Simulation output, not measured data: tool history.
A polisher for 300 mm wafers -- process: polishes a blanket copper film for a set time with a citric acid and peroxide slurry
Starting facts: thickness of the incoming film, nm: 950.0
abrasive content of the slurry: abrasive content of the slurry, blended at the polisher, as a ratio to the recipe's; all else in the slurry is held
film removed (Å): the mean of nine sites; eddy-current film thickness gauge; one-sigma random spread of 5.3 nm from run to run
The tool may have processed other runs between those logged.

run,hour,flow of slurry (ml/min),pressure of the wafer on the pad (kPa),speed of the pad under the wafer (m/s),abrasive content of the slurry,polishing time (s),film removed (Å)
1,0.0,215,28.3,1.26,1.0,92,3479.1
2,5.6,160,28.3,1.26,1.0,92,3385.2
3,14.3,160,28.3,1.08,1.0,92,2986.5
4,15.6,160,32.4,1.10,1.0,92,3372.7
5,24.0,160,32.4,1.10,1.2,92,3489.7
6,29.4,160,32.4,0.90,1.2,92,3069.5
7,34.5,160,35.9,0.96,1.2,92,3406.0
8,42.5,160,37.9,1.04,1.2,92,3812.3
9,49.1,160,39.3,1.08,1.2,92,4082.9
10,53.6,160,40.7,1.12,1.2,92,4271.1
11,54.8,160,41.4,1.16,1.2,92,4440.5

Expected results for the next run?
12,60.4,160,42.1,1.18,1.2,92,?

{"run 12": {"film removed (Å)": 4584.5}}
